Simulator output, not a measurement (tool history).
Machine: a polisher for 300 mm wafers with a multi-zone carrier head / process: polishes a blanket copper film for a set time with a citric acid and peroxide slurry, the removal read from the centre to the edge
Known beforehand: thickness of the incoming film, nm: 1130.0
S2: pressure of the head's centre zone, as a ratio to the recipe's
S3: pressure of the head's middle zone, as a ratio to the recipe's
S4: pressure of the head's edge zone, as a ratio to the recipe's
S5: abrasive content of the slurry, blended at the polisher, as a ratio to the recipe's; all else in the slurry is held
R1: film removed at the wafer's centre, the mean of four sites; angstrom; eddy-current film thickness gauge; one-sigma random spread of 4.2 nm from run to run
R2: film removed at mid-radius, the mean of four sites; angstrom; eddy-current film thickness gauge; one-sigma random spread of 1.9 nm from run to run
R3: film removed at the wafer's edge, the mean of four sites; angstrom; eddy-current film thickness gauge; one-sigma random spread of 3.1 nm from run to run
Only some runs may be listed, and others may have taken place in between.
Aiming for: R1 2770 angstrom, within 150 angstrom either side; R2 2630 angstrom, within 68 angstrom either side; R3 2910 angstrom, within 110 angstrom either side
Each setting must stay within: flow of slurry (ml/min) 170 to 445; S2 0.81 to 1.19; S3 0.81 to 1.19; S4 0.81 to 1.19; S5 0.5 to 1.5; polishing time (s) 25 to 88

run 1 hour=0 | flow_of_slurry_(ml/min)=285 S2=1 S3=1 S4=1 S5=1 polishing_time_(s)=56 | R1=1988.9 R2=1964.2 R3=1956.7
run 2 hour=3.7 | flow_of_slurry_(ml/min)=285 S2=1 S3=0.99 S4=1.04 S5=1.15 polishing_time_(s)=59 | R1=2216 R2=2112 R3=2198.8
run 3 hour=7.9 | flow_of_slurry_(ml/min)=285 S2=0.96 S3=0.99 S4=1.04 S5=1.15 polishing_time_(s)=59 | R1=2180.8 R2=2130.3 R3=2184.5
run 4 hour=10.7 | flow_of_slurry_(ml/min)=285 S2=0.96 S3=0.99 S4=1.04 S5=1.35 polishing_time_(s)=59 | R1=2191.8 R2=2199.5 R3=2265.6
run 5 hour=15.7 | flow_of_slurry_(ml/min)=290 S2=0.97 S3=0.99 S4=1.08 S5=1.4 polishing_time_(s)=61 | R1=2339.6 R2=2307.7 R3=2440.2
run 6 hour=20.7 | flow_of_slurry_(ml/min)=290 S2=0.97 S3=0.99 S4=1.14 S5=1.4 polishing_time_(s)=61 | R1=2263.9 R2=2316.4 R3=2469.1
run 7 hour=23.6 | flow_of_slurry_(ml/min)=295 S2=0.99 S3=0.99 S4=1.15 S5=1.45 polishing_time_(s)=63 | R1=2497.5 R2=2387.8 R3=2530.7
run 8 hour=31 | flow_of_slurry_(ml/min)=295 S2=0.98 S3=0.98 S4=1.16 S5=1.45 polishing_time_(s)=65 | R1=2475.9 R2=2464.9 R3=2738.1
run 9 hour=36.9 | flow_of_slurry_(ml/min)=305 S2=0.99 S3=0.98 S4=1.17 S5=1.45 polishing_time_(s)=66 | R1=2604.6 R2=2525.4 R3=2791.6
run 10 hour=43.1 | flow_of_slurry_(ml/min)=315 S2=0.99 S3=0.98 S4=1.18 S5=1.45 polishing_time_(s)=66 | R1=2602 R2=2490.2 R3=2759.1
run 11 hour=50.6 | flow_of_slurry_(ml/min)=315 S2=0.99 S3=0.98 S4=1.18 S5=1.45 polishing_time_(s)=67 | R1=2610.5 R2=2542.8 R3=2800.4

Exercise: of the 4 proposed moves below, exactly one satisfies all targets within the stated allowed misses. Which move is it?
run A hour=58.1 | flow_of_slurry_(ml/min)=365 S2=1.15 S3=1 S4=1.09 S5=1.5 polishing_time_(s)=67 | R1=? R2=? R3=?
run B hour=58.1 | flow_of_slurry_(ml/min)=360 S2=0.87 S3=0.94 S4=1.19 S5=1.5 polishing_time_(s)=65 | R1=? R2=? R3=?
run C hour=58.1 | flow_of_slurry_(ml/min)=345 S2=0.96 S3=1.03 S4=1.18 S5=1.4 polishing_time_(s)=70 | R1=? R2=? R3=?
run D hour=58.1 | flow_of_slurry_(ml/min)=305 S2=1 S3=0.96 S4=1.12 S5=1.45 polishing_time_(s)=71 | R1=? R2=? R3=?

move=A R1=3116 R2=2604.3 R3=2763.1
move=B R1=2278.1 R2=2398.9 R3=2803.5
move=C R1=2662.6 R2=2740 R3=2952.2
move=D R1=2795.7 R2=2606 R3=2911.8
A: gets the furthest-off result to its target, but another result is out of tolerance
B: its largest miss is bigger than the last run's
C: carries the result that was furthest off beyond its target, to the other side
D: all results in spec
Move D is the one to make.
